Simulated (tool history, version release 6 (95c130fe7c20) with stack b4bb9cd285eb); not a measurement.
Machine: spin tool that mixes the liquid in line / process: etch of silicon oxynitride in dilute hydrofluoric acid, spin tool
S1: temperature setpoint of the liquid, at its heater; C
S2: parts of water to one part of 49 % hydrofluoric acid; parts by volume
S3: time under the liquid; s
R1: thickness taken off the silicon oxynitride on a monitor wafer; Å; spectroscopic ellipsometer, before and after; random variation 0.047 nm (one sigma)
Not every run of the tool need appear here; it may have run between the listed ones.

Run 1, hour 0: S1 26 C, S2 125 parts by volume, S3 250 s. Result: R1 90.223 Å.
Run 2, hour 3.5: S1 26 C, S2 155 parts by volume, S3 250 s. Result: R1 70.654 Å.
Run 3, hour 4.9: S1 24 C, S2 155 parts by volume, S3 250 s. Result: R1 64.849 Å.
Run 4, hour 8.5: S1 26.5 C, S2 145 parts by volume, S3 250 s. Result: R1 78.16 Å.
Run 5, hour 13.2: S1 26.5 C, S2 145 parts by volume, S3 250 s. Result: R1 78.855 Å.
Run 6, hour 20.4: S1 28.5 C, S2 140 parts by volume, S3 250 s. Result: R1 89.215 Å.
Run 7, hour 28.8: S1 30 C, S2 140 parts by volume, S3 250 s. Result: R1 94.889 Å.

Run 8, settings as shown, results not yet in. Your forecast:
Run 8, hour 36.1: S1 31 C, S2 140 parts by volume, S3 250 s. Result: R1 ?.

R1: 98.631 Å
